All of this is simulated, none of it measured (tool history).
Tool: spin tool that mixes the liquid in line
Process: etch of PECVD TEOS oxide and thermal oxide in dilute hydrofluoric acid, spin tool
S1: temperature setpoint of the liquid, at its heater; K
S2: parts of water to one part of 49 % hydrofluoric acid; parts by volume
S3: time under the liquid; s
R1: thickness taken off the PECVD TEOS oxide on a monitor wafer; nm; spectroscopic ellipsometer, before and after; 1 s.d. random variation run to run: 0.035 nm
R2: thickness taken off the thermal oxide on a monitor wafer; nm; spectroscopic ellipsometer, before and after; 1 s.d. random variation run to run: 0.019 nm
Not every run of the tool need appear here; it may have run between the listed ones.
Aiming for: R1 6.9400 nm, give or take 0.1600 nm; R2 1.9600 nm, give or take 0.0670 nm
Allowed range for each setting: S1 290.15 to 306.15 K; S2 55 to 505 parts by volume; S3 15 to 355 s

run 1 day=0.000 | S1=298.15 S2=280 S3=180 | R1=8.2879 R2=2.3966
run 2 day=0.133 | S1=300.65 S2=280 S3=180 | R1=9.1172 R2=2.5601
run 3 day=0.354 | S1=303.15 S2=280 S3=180 | R1=9.9736 R2=2.7787
run 4 day=0.633 | S1=303.15 S2=220 S3=180 | R1=13.5200 R2=3.8086
run 5 day=0.942 | S1=299.65 S2=240 S3=180 | R1=10.6950 R2=3.0487
run 6 day=1.296 | S1=297.15 S2=255 S3=180 | R1=9.0644 R2=2.5566
run 7 day=1.621 | S1=294.65 S2=255 S3=180 | R1=8.2162 R2=2.3276
run 8 day=1.746 | S1=293.15 S2=255 S3=180 | R1=7.7859 R2=2.2213
-- day=1.942 thermometer replaced
run 9 day=1.942 | S1=290.15 S2=265 S3=180 | R1=7.1444 R2=2.0295

4 next moves are on the table. One of them brings every result within its allowed miss. Which?
run A day=2.138 | S1=290.15 S2=260 S3=180 | R1=? R2=?
run B day=2.138 | S1=291.65 S2=285 S3=190 | R1=? R2=?
run C day=2.138 | S1=293.15 S2=310 S3=205 | R1=? R2=?
run D day=2.138 | S1=290.15 S2=310 S3=210 | R1=? R2=?

move=A R1=7.3613 R2=2.0594
move=B R1=7.3439 R2=2.0545
move=C R1=7.5317 R2=2.1070
move=D R1=6.9048 R2=1.9317
A: the biggest miss grows against the last run
B: the biggest miss grows against the last run
C: the biggest miss grows against the last run
D: each result inside its tolerance
The right move is D.

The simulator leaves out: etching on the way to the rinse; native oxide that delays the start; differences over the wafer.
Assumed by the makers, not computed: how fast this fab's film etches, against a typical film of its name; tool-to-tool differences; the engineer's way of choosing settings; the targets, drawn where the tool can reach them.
